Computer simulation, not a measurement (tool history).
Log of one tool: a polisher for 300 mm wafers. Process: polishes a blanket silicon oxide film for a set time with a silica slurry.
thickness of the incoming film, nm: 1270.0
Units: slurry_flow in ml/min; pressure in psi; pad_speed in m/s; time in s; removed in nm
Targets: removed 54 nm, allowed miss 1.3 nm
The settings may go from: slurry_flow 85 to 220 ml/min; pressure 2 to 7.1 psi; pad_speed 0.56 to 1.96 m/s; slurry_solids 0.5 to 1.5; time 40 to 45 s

| run | hour | slurry_flow | pressure | pad_speed | slurry_solids | time | removed |
|---|---|---|---|---|---|---|---|
| 1 | 0 | 140 | 4.5 | 1.26 | 1 | 45 | 144.09 |
| 2 | 8.4 | 135 | 4.1 | 1.16 | 1 | 45 | 124.83 |
| 3 | 15.9 | 135 | 4.1 | 1.16 | 1.2 | 45 | 134.77 |
| 4 | 19.2 | 130 | 3.7 | 1.06 | 1.2 | 45 | 113.73 |
| 5 | 22.7 | 95 | 3.7 | 1.06 | 1.2 | 45 | 107.69 |
| 6 | 24.4 | 95 | 3.4 | 0.98 | 1.2 | 45 | 92.988 |
| 7 | 31.8 | 95 | 3.2 | 0.94 | 1.2 | 45 | 86.501 |
| 8 | 40.4 | 95 | 3 | 0.9 | 1.2 | 45 | 78.924 |

4 next moves are on the table. One of them brings every result within its allowed miss. Which?
| A | 49 | 90 | 2.2 | 0.9 | 1.15 | 40 | ? |
| B | 49 | 85 | 2.2 | 1.16 | 1.1 | 40 | ? |
| C | 49 | 85 | 2.2 | 0.98 | 1.2 | 40 | ? |
| D | 49 | 95 | 2.4 | 0.86 | 1.2 | 41 | ? |

| move | removed |
|---|---|
| A | 50.171 |
| B | 57.843 |
| C | 53.549 |
| D | 55.816 |
A: takes the result that was furthest off past its target
B: nearer than the last run, and not there yet
C: meets every target
D: nearer than the last run, and not there yet
Move C is the one to make.

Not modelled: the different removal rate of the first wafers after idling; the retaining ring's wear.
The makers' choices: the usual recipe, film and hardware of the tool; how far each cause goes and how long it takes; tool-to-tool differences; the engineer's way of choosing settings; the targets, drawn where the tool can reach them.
